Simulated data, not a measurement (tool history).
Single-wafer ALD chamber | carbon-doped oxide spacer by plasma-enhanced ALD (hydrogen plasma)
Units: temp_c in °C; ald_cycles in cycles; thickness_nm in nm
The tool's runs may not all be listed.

Run 1, hour 0.0: temp_c 410 °C, ald_cycles 638 cycles. Result: thickness_nm 29.991 nm.
Run 2, hour 0.7: temp_c 410 °C, ald_cycles 594 cycles. Result: thickness_nm 27.981 nm.
Run 3, hour 8.0: temp_c 406 °C, ald_cycles 611 cycles. Result: thickness_nm 29.009 nm.
Run 4, hour 14.9: temp_c 406 °C, ald_cycles 689 cycles. Result: thickness_nm 32.753 nm.
Run 5, hour 23.4: temp_c 404 °C, ald_cycles 690 cycles. Result: thickness_nm 32.842 nm.
Run 6, hour 25.2: temp_c 400 °C, ald_cycles 690 cycles. Result: thickness_nm 33.209 nm.

Forecast run 7:
Run 7, hour 31.2: temp_c 399 °C, ald_cycles 691 cycles. Result: thickness_nm ?.

{"run 7": {"thickness_nm": 33.333}}
